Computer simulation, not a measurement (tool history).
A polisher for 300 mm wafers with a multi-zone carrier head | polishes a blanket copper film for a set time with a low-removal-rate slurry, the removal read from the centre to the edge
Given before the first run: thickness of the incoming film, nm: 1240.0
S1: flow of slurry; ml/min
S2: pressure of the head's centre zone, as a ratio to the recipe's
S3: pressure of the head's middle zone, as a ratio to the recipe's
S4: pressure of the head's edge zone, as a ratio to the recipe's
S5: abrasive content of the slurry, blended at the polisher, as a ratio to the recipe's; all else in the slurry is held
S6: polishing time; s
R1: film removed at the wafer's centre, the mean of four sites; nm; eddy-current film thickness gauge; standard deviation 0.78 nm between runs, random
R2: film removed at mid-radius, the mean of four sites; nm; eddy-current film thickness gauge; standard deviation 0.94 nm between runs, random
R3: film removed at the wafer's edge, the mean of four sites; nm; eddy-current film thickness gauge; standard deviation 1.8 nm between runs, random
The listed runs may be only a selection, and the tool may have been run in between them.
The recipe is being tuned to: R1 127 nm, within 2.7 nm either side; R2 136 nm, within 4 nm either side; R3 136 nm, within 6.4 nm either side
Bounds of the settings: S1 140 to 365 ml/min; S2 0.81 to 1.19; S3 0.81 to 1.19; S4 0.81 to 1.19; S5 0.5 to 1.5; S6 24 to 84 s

run 1 day=0 | S1=235 S2=1 S3=1 S4=1 S5=1 S6=54 | R1=184.3 R2=176.7 R3=180.07
run 2 day=0.212 | S1=235 S2=1 S3=1 S4=1 S5=0.85 S6=54 | R1=177.95 R2=173.74 R3=177.47
run 3 day=0.254 | S1=260 S2=1 S3=1 S4=1 S5=0.85 S6=54 | R1=177.6 R2=175.95 R3=176.72
run 4 day=0.296 | S1=260 S2=1 S3=1 S4=1 S5=0.85 S6=49 | R1=163.65 R2=160.45 R3=160.37
run 5 day=0.396 | S1=215 S2=1 S3=1 S4=1 S5=0.85 S6=49 | R1=158.5 R2=154.42 R3=155.95
run 6 day=0.588 | S1=215 S2=1 S3=1 S4=1 S5=0.75 S6=49 | R1=156.41 R2=152.94 R3=148.7
run 7 day=0.708 | S1=205 S2=0.97 S3=0.98 S4=0.99 S5=0.75 S6=49 | R1=148.37 R2=148.5 R3=153.5
run 8 day=1.05 | S1=195 S2=0.96 S3=0.98 S4=0.97 S5=0.7 S6=49 | R1=143.42 R2=147.85 R3=146.39
run 9 day=1.379 | S1=185 S2=0.95 S3=0.97 S4=0.96 S5=0.7 S6=49 | R1=141.33 R2=143.52 R3=144.05
run 10 day=1.658 | S1=180 S2=0.94 S3=0.97 S4=0.95 S5=0.7 S6=49 | R1=138.11 R2=143.25 R3=143.09
run 11 day=1.983 | S1=175 S2=0.93 S3=0.96 S4=0.94 S5=0.7 S6=49 | R1=138.72 R2=139.87 R3=142.49
run 12 day=2.329 | S1=170 S2=0.92 S3=0.96 S4=0.93 S5=0.7 S6=49 | R1=135.42 R2=139.13 R3=140.83
run 13 day=2.354 | S1=165 S2=0.91 S3=0.96 S4=0.92 S5=0.7 S6=49 | R1=131.62 R2=139.11 R3=140.46
run 14 day=2.642 | S1=165 S2=0.91 S3=0.96 S4=0.92 S5=0.7 S6=49 | R1=132.23 R2=138.95 R3=140.93
run 15 day=2.712 | S1=160 S2=0.91 S3=0.96 S4=0.91 S5=0.7 S6=49 | R1=131.1 R2=137.69 R3=139.38
run 16 day=3.012 | S1=155 S2=0.91 S3=0.96 S4=0.9 S5=0.7 S6=49 | R1=131.04 R2=136.3 R3=139.1
run 17 day=3.117 | S1=155 S2=0.91 S3=0.96 S4=0.89 S5=0.7 S6=49 | R1=129.75 R2=135.5 R3=135.66
run 18 day=3.333 | S1=155 S2=0.91 S3=0.96 S4=0.89 S5=0.7 S6=49 | R1=130.27 R2=135.95 R3=139.17

Which of these 5 next moves meets every target?
run A day=3.55 | S1=145 S2=0.82 S3=0.89 S4=0.85 S5=0.8 S6=53 | R1=? R2=? R3=?
run B day=3.55 | S1=180 S2=0.96 S3=0.99 S4=0.87 S5=0.7 S6=46 | R1=? R2=? R3=?
run C day=3.55 | S1=210 S2=0.89 S3=0.95 S4=0.9 S5=0.5 S6=49 | R1=? R2=? R3=?
run D day=3.55 | S1=140 S2=0.92 S3=0.91 S4=0.91 S5=1 S6=47 | R1=? R2=? R3=?
run E day=3.55 | S1=140 S2=0.91 S3=0.9 S4=0.83 S5=0.8 S6=51 | R1=? R2=? R3=?

move=A R1=128.57 R2=139.8 R3=146.26
move=B R1=134.48 R2=135.35 R3=128.72
move=C R1=128.58 R2=134.59 R3=133.02
move=D R1=132.48 R2=130.7 R3=137.52
move=E R1=136.06 R2=134.52 R3=138.84
A: brings the last run's worst result on target, with another outside its allowed miss
B: misses by more than the last run did
C: in spec on every target
D: misses by more than the last run did
E: misses by more than the last run did
So the answer is move C, the one that meets all the targets.
